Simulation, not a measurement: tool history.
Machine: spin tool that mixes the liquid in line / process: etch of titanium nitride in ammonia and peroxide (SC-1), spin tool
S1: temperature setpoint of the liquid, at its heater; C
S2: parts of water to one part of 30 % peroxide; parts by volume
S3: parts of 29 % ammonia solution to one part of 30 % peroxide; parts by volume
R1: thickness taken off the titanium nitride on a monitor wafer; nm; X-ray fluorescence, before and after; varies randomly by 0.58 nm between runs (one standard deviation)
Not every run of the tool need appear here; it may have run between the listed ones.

Run 1, day 0: S1 49 C, S2 11.5 parts by volume, S3 0.8 parts by volume, time under the liquid (s) 265. Result: R1 31.839 nm.
Run 2, day 0.317: S1 49 C, S2 11.5 parts by volume, S3 0.9 parts by volume, time under the liquid (s) 265. Result: R1 32.303 nm.
Run 3, day 0.679: S1 49 C, S2 11.5 parts by volume, S3 0.9 parts by volume, time under the liquid (s) 285. Result: R1 35.021 nm.
Run 4, day 1.025: S1 44.5 C, S2 11.5 parts by volume, S3 0.9 parts by volume, time under the liquid (s) 285. Result: R1 25.186 nm.
Run 5, day 1.35: S1 44.5 C, S2 7.5 parts by volume, S3 0.9 parts by volume, time under the liquid (s) 285. Result: R1 31.352 nm.
Run 6, day 1.646: S1 44.5 C, S2 7.5 parts by volume, S3 1.15 parts by volume, time under the liquid (s) 285. Result: R1 32.828 nm.
Run 7, day 1.862: S1 48 C, S2 7.5 parts by volume, S3 1.15 parts by volume, time under the liquid (s) 285. Result: R1 41.444 nm.
Run 8, day 2.029: S1 50.5 C, S2 7.5 parts by volume, S3 1.15 parts by volume, time under the liquid (s) 285. Result: R1 49.2 nm.
Run 9, day 2.292: S1 52.5 C, S2 7.5 parts by volume, S3 1.15 parts by volume, time under the liquid (s) 285. Result: R1 57.175 nm.
Run 10, day 2.558: S1 53.5 C, S2 7.5 parts by volume, S3 1.15 parts by volume, time under the liquid (s) 285. Result: R1 60.491 nm.
Run 11, day 2.925: S1 53.5 C, S2 7.5 parts by volume, S3 1.15 parts by volume, time under the liquid (s) 285. Result: R1 60.458 nm.
Run 12, day 3.208: S1 54.5 C, S2 7.5 parts by volume, S3 1.15 parts by volume, time under the liquid (s) 285. Result: R1 63.861 nm.
Run 13, day 3.575: S1 55 C, S2 7.5 parts by volume, S3 1.15 parts by volume, time under the liquid (s) 285. Result: R1 66.04 nm.
Run 14, day 3.712: S1 55.5 C, S2 7.5 parts by volume, S3 1.15 parts by volume, time under the liquid (s) 285. Result: R1 68.72 nm.

What will run 15 give?
Run 15, day 3.742: S1 56 C, S2 7.5 parts by volume, S3 1.15 parts by volume, time under the liquid (s) 285. Result: R1 ?.

Run 15 came out at R1 71.809 nm.
